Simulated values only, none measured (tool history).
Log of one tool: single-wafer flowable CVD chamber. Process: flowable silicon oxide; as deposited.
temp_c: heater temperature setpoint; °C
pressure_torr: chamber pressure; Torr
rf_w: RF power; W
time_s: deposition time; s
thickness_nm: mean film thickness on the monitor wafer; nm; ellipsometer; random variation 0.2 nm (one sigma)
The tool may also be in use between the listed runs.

{"run": 1, "hour": 0.0, "temp_c": 100, "pressure_torr": 0.781, "rf_w": 1580, "time_s": 236, "thickness_nm": 130.73}
{"run": 2, "hour": 5.3, "temp_c": 100, "pressure_torr": 0.781, "rf_w": 1385, "time_s": 236, "thickness_nm": 124.24}
{"run": 3, "hour": 8.3, "temp_c": 104, "pressure_torr": 0.78, "rf_w": 1385, "time_s": 236, "thickness_nm": 106.13}
{"run": 4, "hour": 11.6, "temp_c": 107, "pressure_torr": 0.78, "rf_w": 1385, "time_s": 236, "thickness_nm": 94.082}
{"run": 5, "hour": 15.8, "temp_c": 107, "pressure_torr": 0.78, "rf_w": 1385, "time_s": 236, "thickness_nm": 94.367}
{"run": 6, "hour": 23.8, "temp_c": 107, "pressure_torr": 0.78, "rf_w": 1570, "time_s": 236, "thickness_nm": 101.18}
{"run": 7, "hour": 25.0, "temp_c": 107, "pressure_torr": 0.78, "rf_w": 1570, "time_s": 236, "thickness_nm": 99.97}
{"run": 8, "hour": 28.4, "temp_c": 109, "pressure_torr": 0.78, "rf_w": 1570, "time_s": 236, "thickness_nm": 93.222}
{"run": 9, "hour": 32.3, "temp_c": 111, "pressure_torr": 0.78, "rf_w": 1570, "time_s": 236, "thickness_nm": 86.747}
{"run": 10, "hour": 37.1, "temp_c": 111, "pressure_torr": 0.78, "rf_w": 1570, "time_s": 236, "thickness_nm": 86.49}
{"run": 11, "hour": 45.9, "temp_c": 113, "pressure_torr": 0.78, "rf_w": 1570, "time_s": 236, "thickness_nm": 81.516}
{"run": 12, "hour": 52.1, "temp_c": 115, "pressure_torr": 0.78, "rf_w": 1570, "time_s": 236, "thickness_nm": 75.444}
{"run": 13, "hour": 56.2, "temp_c": 116, "pressure_torr": 0.78, "rf_w": 1570, "time_s": 236, "thickness_nm": 73.302}

The next listed run, before its measurement:
{"run": 14, "hour": 57.6, "temp_c": 117, "pressure_torr": 0.78, "rf_w": 1570, "time_s": 236, "thickness_nm": "?"}

thickness_nm: 70.66 nm
